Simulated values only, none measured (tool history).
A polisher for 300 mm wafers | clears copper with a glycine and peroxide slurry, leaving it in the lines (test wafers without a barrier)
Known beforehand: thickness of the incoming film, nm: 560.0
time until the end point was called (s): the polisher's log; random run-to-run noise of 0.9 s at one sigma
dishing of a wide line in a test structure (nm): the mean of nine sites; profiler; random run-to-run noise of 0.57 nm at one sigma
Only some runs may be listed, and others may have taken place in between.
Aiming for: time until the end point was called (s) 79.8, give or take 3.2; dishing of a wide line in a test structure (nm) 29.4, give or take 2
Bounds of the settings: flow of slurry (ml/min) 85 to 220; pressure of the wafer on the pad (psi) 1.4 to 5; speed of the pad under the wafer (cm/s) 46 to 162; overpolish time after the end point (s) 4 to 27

| run | day | flow of slurry (ml/min) | pressure of the wafer on the pad (psi) | speed of the pad under the wafer (cm/s) | overpolish time after the end point (s) | time until the end point was called (s) | dishing of a wide line in a test structure (nm) |
|---|---|---|---|---|---|---|---|
| 1 | 0 | 140 | 3.2 | 104 | 14 | 89.198 | 53.094 |
| 2 | 0.25 | 140 | 3.2 | 106 | 12 | 86.053 | 47.028 |
| 3 | 0.483 | 125 | 3.2 | 106 | 12 | 89.553 | 46.579 |
| 4 | 0.533 | 125 | 4 | 106 | 12 | 72.82 | 55.843 |
| 5 | 0.883 | 125 | 4.7 | 106 | 12 | 63.078 | 61.51 |
| 6 | 1.242 | 125 | 4.7 | 106 | 8 | 65.022 | 45.923 |
| 7 | 1.333 | 125 | 3.8 | 108 | 4 | 76.807 | 21.474 |
| 8 | 1.6 | 125 | 3.8 | 108 | 4 | 75.966 | 21.593 |
| 9 | 1.871 | 125 | 3.8 | 106 | 5 | 76.448 | 25.528 |
| 10 | 2.125 | 125 | 3.8 | 104 | 5 | 77.147 | 25.289 |
| 11 | 2.221 | 125 | 3.8 | 102 | 5 | 78.719 | 24.418 |

Exercise: of the 5 proposed moves below, exactly one satisfies all targets within the stated allowed misses. Which move is it?
| A | 2.317 | 135 | 3.6 | 106 | 5 | ? | ? |
| B | 2.317 | 100 | 3.7 | 112 | 5 | ? | ? |
| C | 2.317 | 135 | 4 | 96 | 5 | ? | ? |
| D | 2.317 | 100 | 3.9 | 106 | 6 | ? | ? |
| E | 2.317 | 115 | 4.1 | 100 | 4 | ? | ? |

| move | time until the end point was called (s) | dishing of a wide line in a test structure (nm) |
|---|---|---|
| A | 79.605 | 25.581 |
| B | 79.912 | 25.483 |
| C | 79.174 | 25.766 |
| D | 80.081 | 29.937 |
| E | 77.621 | 21.425 |
A: gains on the last run, yet a result remains outside its allowed miss
B: gains on the last run, yet a result remains outside its allowed miss
C: gains on the last run, yet a result remains outside its allowed miss
D: in spec on every target
E: the biggest miss grows against the last run
The right move is D.
